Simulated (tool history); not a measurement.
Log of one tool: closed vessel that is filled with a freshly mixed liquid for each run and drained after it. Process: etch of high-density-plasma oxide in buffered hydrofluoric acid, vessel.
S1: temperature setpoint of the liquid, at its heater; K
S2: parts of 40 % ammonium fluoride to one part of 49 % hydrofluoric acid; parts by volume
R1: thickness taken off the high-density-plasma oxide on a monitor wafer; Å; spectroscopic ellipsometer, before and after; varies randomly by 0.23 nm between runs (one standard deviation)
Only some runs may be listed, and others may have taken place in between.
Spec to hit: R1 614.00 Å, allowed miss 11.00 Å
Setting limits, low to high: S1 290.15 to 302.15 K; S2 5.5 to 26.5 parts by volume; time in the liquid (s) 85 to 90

run 1 hour=0.0 | S1=294.15 S2=16.0 time_in_the_liquid_(s)=85 | R1=687.82
run 2 hour=1.4 | S1=293.65 S2=16.0 time_in_the_liquid_(s)=85 | R1=667.10
run 3 hour=8.2 | S1=293.15 S2=16.0 time_in_the_liquid_(s)=85 | R1=644.89
run 4 hour=13.0 | S1=292.65 S2=16.0 time_in_the_liquid_(s)=85 | R1=633.20
run 5 hour=15.9 | S1=292.65 S2=16.0 time_in_the_liquid_(s)=85 | R1=630.87
run 6 hour=17.5 | S1=294.15 S2=16.0 time_in_the_liquid_(s)=85 | R1=686.89
run 7 hour=19.6 | S1=293.65 S2=16.0 time_in_the_liquid_(s)=85 | R1=667.59
run 8 hour=27.1 | S1=293.15 S2=16.0 time_in_the_liquid_(s)=85 | R1=650.35
run 9 hour=29.7 | S1=292.65 S2=16.0 time_in_the_liquid_(s)=85 | R1=632.40

Which single option among these 4 for the next run brings every result within its allowed miss of target? Just one does.
run A hour=32.3 | S1=292.65 S2=16.5 time_in_the_liquid_(s)=90 | R1=?
run B hour=32.3 | S1=293.65 S2=18.5 time_in_the_liquid_(s)=90 | R1=?
run C hour=32.3 | S1=293.65 S2=16.5 time_in_the_liquid_(s)=85 | R1=?
run D hour=32.3 | S1=291.65 S2=15.5 time_in_the_liquid_(s)=90 | R1=?

move=A R1=651.00
move=B R1=615.07
move=C R1=650.31
move=D R1=654.35
A: its largest miss is bigger than the last run's
B: each result inside its tolerance
C: its largest miss is bigger than the last run's
D: its largest miss is bigger than the last run's
B is the move that brings every result within its allowed miss.

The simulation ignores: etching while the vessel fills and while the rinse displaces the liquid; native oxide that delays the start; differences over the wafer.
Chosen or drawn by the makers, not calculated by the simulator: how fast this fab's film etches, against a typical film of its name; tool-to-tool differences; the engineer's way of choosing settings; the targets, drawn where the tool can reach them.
